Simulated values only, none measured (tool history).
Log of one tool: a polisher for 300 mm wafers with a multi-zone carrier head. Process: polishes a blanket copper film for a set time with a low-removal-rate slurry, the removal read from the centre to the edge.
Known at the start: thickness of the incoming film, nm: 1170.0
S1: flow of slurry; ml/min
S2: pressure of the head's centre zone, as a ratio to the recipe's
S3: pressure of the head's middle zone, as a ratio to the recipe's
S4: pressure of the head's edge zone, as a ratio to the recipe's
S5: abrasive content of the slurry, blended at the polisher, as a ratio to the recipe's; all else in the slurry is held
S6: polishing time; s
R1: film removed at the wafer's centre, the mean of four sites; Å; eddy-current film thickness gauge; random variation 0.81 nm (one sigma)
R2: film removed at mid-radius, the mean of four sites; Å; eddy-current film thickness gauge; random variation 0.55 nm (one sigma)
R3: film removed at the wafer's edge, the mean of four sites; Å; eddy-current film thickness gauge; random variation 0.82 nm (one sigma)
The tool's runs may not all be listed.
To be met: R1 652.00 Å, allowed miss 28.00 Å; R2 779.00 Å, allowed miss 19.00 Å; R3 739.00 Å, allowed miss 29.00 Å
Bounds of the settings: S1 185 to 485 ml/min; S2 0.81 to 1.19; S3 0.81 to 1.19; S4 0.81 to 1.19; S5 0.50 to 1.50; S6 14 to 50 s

run  hour   S1    S2    S3    S4    S5  S6       R1       R2       R3
  1   0.0  310  1.00  1.00  1.00  1.00  32  1061.10  1088.80  1067.60
  2   1.7  305  0.97  0.99  0.98  0.90  31   963.11  1039.60  1000.00
  3   7.0  300  0.95  0.97  0.96  0.85  30   887.14   974.43   935.60
  4  13.1  295  0.93  0.95  0.94  0.80  30   872.07   929.04   935.33
  5  15.1  295  0.93  0.95  0.99  0.80  30   879.24   929.35   959.86
  6  20.6  295  0.93  0.95  1.03  0.80  30   862.77   930.82   941.44
  7  25.6  300  0.92  0.96  1.03  0.75  29   833.90   898.76   915.65
  8  26.9  235  0.82  0.99  0.93  0.50  25   568.82   705.14   661.34
  9  34.1  255  0.83  0.99  0.94  0.50  25   587.22   717.02   697.97
 10  40.6  265  0.84  1.00  0.94  0.50  25   601.38   731.35   698.60
 11  44.6  275  0.84  1.00  0.94  0.50  25   580.68   730.19   693.97
 12  51.9  275  0.84  1.00  0.94  0.50  25   584.49   734.17   704.12
 13  58.6  280  0.85  1.00  0.94  0.50  25   609.00   736.66   697.24
 14  62.5  290  0.85  1.00  0.94  0.50  25   603.51   729.67   697.11
 15  69.9  295  0.86  1.01  0.95  0.50  25   606.91   755.35   702.58
 16  72.5  330  0.92  0.99  1.01  0.55  25   681.04   756.71   741.43

5 next moves are on the table. One of them brings every result within its allowed miss. Which?
  A  75.1  280  0.95  1.03  1.06  0.50  25   ?   ?   ?
  B  75.1  345  0.83  0.95  1.04  0.50  27   ?   ?   ?
  C  75.1  295  0.92  1.02  1.07  0.50  25   ?   ?   ?
  D  75.1  315  0.81  1.08  1.18  0.50  26   ?   ?   ?
  E  75.1  295  0.91  1.05  1.04  0.65  24   ?   ?   ?

move      R1      R2      R3
   A  665.84  749.59  737.39
   B  642.32  773.16  802.83
   C  648.82  747.91  744.27
   D  598.23  822.56  817.37
   E  651.20  777.78  744.25
A: further off than the last run
B: brings the result that was furthest off to its target, and leaves another outside
C: further off than the last run
D: takes the result that was furthest off past its target
E: meets every target
The right move is E.
